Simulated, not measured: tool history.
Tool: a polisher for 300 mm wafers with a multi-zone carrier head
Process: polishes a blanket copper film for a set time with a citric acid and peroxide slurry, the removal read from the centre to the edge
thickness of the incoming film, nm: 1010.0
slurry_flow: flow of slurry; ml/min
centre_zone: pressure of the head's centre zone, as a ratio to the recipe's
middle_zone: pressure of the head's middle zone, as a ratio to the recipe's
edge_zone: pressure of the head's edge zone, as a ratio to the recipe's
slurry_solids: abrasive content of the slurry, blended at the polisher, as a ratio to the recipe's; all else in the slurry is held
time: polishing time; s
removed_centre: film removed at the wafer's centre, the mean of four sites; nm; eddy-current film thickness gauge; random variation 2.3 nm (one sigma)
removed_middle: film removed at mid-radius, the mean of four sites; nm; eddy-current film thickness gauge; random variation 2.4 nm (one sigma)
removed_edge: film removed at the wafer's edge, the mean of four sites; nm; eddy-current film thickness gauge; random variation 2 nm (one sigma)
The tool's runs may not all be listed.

{"run": 1, "day": 0.0, "slurry_flow": 245, "centre_zone": 1, "middle_zone": 1, "edge_zone": 1, "slurry_solids": 1, "time": 68, "removed_centre": 255.61, "removed_middle": 252.48, "removed_edge": 255.35}
{"run": 2, "day": 0.171, "slurry_flow": 245, "centre_zone": 1, "middle_zone": 0.93, "edge_zone": 1, "slurry_solids": 1, "time": 68, "removed_centre": 254.76, "removed_middle": 237.74, "removed_edge": 249.24}
{"run": 3, "day": 0.525, "slurry_flow": 245, "centre_zone": 1, "middle_zone": 0.93, "edge_zone": 1.08, "slurry_solids": 1, "time": 68, "removed_centre": 253.18, "removed_middle": 238.35, "removed_edge": 261.35}
{"run": 4, "day": 0.654, "slurry_flow": 245, "centre_zone": 0.96, "middle_zone": 0.97, "edge_zone": 1.02, "slurry_solids": 0.85, "time": 65, "removed_centre": 228.58, "removed_middle": 227.02, "removed_edge": 239.71}
{"run": 5, "day": 0.833, "slurry_flow": 270, "centre_zone": 0.96, "middle_zone": 0.97, "edge_zone": 1.02, "slurry_solids": 0.85, "time": 65, "removed_centre": 230.37, "removed_middle": 229.39, "removed_edge": 235.21}
{"run": 6, "day": 1.021, "slurry_flow": 270, "centre_zone": 0.96, "middle_zone": 0.91, "edge_zone": 1.02, "slurry_solids": 0.85, "time": 65, "removed_centre": 225.27, "removed_middle": 222.21, "removed_edge": 238.3}

The next listed run, before its measurement:
{"run": 7, "day": 1.221, "slurry_flow": 290, "centre_zone": 0.93, "middle_zone": 0.95, "edge_zone": 0.98, "slurry_solids": 0.8, "time": 62, "removed_centre": "?", "removed_middle": "?", "removed_edge": "?"}

{"run 7": {"removed_centre": 211.2, "removed_middle": 220.04, "removed_edge": 221.69}}

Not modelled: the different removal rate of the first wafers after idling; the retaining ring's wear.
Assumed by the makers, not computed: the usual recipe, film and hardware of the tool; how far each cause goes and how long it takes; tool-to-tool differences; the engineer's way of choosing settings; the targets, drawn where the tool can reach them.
